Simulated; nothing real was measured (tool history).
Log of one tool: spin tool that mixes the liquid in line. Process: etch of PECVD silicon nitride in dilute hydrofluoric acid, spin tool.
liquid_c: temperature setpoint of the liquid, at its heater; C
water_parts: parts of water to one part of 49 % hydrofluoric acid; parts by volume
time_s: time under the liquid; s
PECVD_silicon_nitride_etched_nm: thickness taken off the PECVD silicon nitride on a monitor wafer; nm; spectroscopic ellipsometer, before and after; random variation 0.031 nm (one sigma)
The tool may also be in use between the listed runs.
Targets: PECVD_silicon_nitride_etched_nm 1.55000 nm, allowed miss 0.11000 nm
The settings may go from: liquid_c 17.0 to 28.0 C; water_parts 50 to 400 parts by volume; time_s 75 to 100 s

run	day	liquid_c	water_parts	time_s	PECVD_silicon_nitride_etched_nm
1	0.000	20.0	225	100	0.76533
2	0.267	20.0	225	100	0.75012
3	0.617	18.0	225	100	0.67750
4	0.854	20.5	225	100	0.76010
5	1.179	20.5	225	75	0.59809
6	1.267	20.5	155	75	0.83210
7	1.500	21.5	135	75	1.03190
# day 1.871: thermometer replaced
8	1.871	22.5	130	75	1.31130

Which of these 5 next moves meets every target?
A	2.242	19.5	150	100	?
B	2.242	22.0	125	75	?
C	2.242	23.0	155	75	?
D	2.242	25.5	125	80	?
E	2.242	23.0	140	90	?

move	PECVD_silicon_nitride_etched_nm
A	1.25360
B	1.32740
C	1.14720
D	1.77960
E	1.52180
A: further off than the last run
B: nearer than the last run, and not there yet
C: further off than the last run
D: takes the result that was furthest off past its target
E: meets every target
The right move is E.
